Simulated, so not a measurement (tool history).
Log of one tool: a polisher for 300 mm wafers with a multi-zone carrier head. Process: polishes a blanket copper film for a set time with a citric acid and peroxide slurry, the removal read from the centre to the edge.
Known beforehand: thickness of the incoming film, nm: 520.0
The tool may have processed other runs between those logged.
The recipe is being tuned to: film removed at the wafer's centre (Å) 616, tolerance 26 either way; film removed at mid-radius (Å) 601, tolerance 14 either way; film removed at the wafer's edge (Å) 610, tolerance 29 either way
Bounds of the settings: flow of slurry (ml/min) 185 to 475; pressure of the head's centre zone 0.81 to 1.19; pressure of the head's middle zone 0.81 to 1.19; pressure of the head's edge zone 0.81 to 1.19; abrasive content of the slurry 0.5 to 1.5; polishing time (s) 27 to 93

| run | day | flow of slurry (ml/min) | pressure of the head's centre zone | pressure of the head's middle zone | pressure of the head's edge zone | abrasive content of the slurry | polishing time (s) | film removed at the wafer's centre (Å) | film removed at mid-radius (Å) | film removed at the wafer's edge (Å) |
|---|---|---|---|---|---|---|---|---|---|---|
| 1 | 0 | 305 | 1 | 1 | 1 | 1 | 59 | 973.23 | 1038.9 | 1065.5 |
| 2 | 0.175 | 305 | 1 | 0.98 | 0.95 | 0.85 | 52 | 833.29 | 857.19 | 851.94 |
| 3 | 0.388 | 365 | 1 | 0.98 | 0.95 | 0.85 | 52 | 855.5 | 852.23 | 863.2 |
| 4 | 0.65 | 365 | 1 | 0.98 | 0.95 | 0.85 | 65 | 1057.6 | 1082.9 | 1095.4 |
| 5 | 0.946 | 365 | 1 | 0.98 | 0.89 | 0.85 | 65 | 1055.6 | 1087 | 1068.5 |
| 6 | 1.175 | 365 | 1 | 0.98 | 0.85 | 0.85 | 65 | 1037.8 | 1094.4 | 1036 |
| 7 | 1.354 | 360 | 0.98 | 0.95 | 0.84 | 0.75 | 58 | 892.93 | 894.62 | 860.6 |
| 8 | 1.625 | 350 | 0.94 | 0.92 | 0.83 | 0.65 | 55 | 766.86 | 797.82 | 783.92 |
| 9 | 1.771 | 350 | 0.94 | 0.9 | 0.82 | 0.6 | 52 | 695.34 | 713.49 | 711.29 |
| 10 | 2.042 | 345 | 0.95 | 0.89 | 0.82 | 0.55 | 50 | 656.26 | 658.09 | 665.96 |

Which single option among these 4 for the next run brings every result within its allowed miss of target? Just one does.
| A | 2.312 | 435 | 0.98 | 0.86 | 0.81 | 0.65 | 48 | ? | ? | ? |
| B | 2.312 | 335 | 1 | 0.93 | 0.88 | 0.55 | 45 | ? | ? | ? |
| C | 2.312 | 325 | 0.81 | 1.13 | 0.81 | 0.55 | 49 | ? | ? | ? |
| D | 2.312 | 395 | 0.97 | 0.99 | 0.81 | 0.65 | 50 | ? | ? | ? |

| move | film removed at the wafer's centre (Å) | film removed at mid-radius (Å) | film removed at the wafer's edge (Å) |
|---|---|---|---|
| A | 715.57 | 666.16 | 677.39 |
| B | 622.88 | 600.12 | 599.58 |
| C | 547.32 | 748.78 | 629.91 |
| D | 732.59 | 758.93 | 700.75 |
A: misses by more than the last run did
B: all results land within tolerance of their targets
C: misses by more than the last run did
D: misses by more than the last run did
The move that meets every target is B.
